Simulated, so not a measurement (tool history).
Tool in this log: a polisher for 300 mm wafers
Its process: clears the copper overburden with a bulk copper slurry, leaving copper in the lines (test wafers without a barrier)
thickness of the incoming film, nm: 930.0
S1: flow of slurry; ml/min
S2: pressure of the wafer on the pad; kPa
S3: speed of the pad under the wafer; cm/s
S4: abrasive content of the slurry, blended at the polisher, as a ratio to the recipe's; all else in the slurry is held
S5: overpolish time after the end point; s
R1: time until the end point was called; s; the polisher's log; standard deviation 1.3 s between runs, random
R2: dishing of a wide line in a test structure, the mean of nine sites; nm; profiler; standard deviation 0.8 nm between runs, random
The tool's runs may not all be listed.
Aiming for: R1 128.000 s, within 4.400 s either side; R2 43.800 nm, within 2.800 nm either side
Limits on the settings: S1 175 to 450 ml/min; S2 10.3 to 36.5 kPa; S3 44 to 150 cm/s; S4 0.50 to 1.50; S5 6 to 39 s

run  hour   S1    S2  S3    S4  S5       R1      R2
  1   0.0  290  23.4  96  1.00  20   84.624  44.538
  2   5.4  290  23.4  96  1.00  27   85.102  46.151
  3  14.0  290  22.8  96  1.00  27   86.480  44.619
  4  22.9  290  22.8  96  1.15  27   83.963  44.554
  5  23.9  290  17.2  96  1.15  27  112.060  43.644
  6  28.8  290  15.9  96  1.15  29  121.580  42.232
  7  35.2  290  15.9  96  1.15  30  122.390  41.587
  8  37.1  290  15.9  96  1.15  29  120.800  44.227

Below are 5 possible settings for the next run. Only one of them brings all results inside the allowed miss of their targets. Which is it?
  A  39.0  295  16.5  104  0.95  33   ?   ?
  B  39.0  320  20.7   82  1.10  35   ?   ?
  C  39.0  265  16.5   94  1.40  19   ?   ?
  D  39.0  255  20.0   76  1.45  18   ?   ?
  E  39.0  325  14.5  104  0.80  35   ?   ?

move       R1      R2
   A  109.710  43.496
   B  105.560  44.422
   C  112.240  41.268
   D  112.020  41.415
   E  127.710  42.811
A: misses by more than the last run did
B: misses by more than the last run did
C: misses by more than the last run did
D: misses by more than the last run did
E: in spec on every target
E is the move that brings every result within its allowed miss.
